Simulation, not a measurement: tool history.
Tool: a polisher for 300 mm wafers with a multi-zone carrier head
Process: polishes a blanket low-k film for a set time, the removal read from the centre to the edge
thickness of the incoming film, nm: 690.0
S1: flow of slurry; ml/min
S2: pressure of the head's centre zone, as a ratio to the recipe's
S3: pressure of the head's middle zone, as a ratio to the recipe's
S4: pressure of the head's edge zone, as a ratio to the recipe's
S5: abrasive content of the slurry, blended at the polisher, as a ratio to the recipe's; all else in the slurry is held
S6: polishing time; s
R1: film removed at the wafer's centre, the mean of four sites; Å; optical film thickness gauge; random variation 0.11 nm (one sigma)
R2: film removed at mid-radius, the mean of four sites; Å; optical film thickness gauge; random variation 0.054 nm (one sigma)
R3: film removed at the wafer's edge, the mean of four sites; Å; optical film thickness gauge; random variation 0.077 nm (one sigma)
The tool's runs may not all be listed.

run,day,S1,S2,S3,S4,S5,S6,R1,R2,R3
1,0,135,1,1,1,1,46,125.53,126.83,124.14
2,0.325,135,1,1,1,1.15,46,134.01,132.92,132.36
3,0.546,130,1,0.99,0.98,1.05,45,123.66,123.32,123.77
4,0.592,130,1,0.99,0.98,0.9,45,115.16,113.95,111.58
5,0.688,130,1,0.99,0.92,0.9,45,116.56,113.94,111.57
6,0.842,130,1,0.99,0.92,0.85,44,108.67,106.08,104.62
7,1.167,130,1,0.99,0.92,0.85,44,108.84,107.15,104.13
8,1.492,115,0.98,0.94,0.82,0.6,38,70.845,69.336,69.31
9,1.608,120,0.98,0.94,0.82,0.6,38,71.78,70.154,69.483
10,1.738,125,0.98,0.94,0.82,0.6,38,71.309,70.648,70.285
11,1.792,130,0.99,0.94,0.82,0.6,38,74.604,71.719,69.854
12,1.842,130,0.99,0.94,0.83,0.6,38,75.274,71.79,70.499
13,1.933,130,0.99,0.94,0.83,0.6,38,72.773,71.14,69.994
14,2.092,130,0.99,0.94,0.83,0.6,38,73.209,70.592,70.95
15,2.462,135,0.99,0.95,0.83,0.6,38,75.879,72.575,70.549
16,2.583,135,0.99,0.95,0.84,0.6,38,76.938,72.121,71.384
17,2.758,135,0.99,0.96,0.84,0.6,38,73.448,72.444,70.797

Run 18 comes next. What will it give?
18,3.125,140,0.99,0.96,0.85,0.6,38,?,?,?

{"run 18": {"R1": 73.573, "R2": 74.303, "R3": 72.342}}
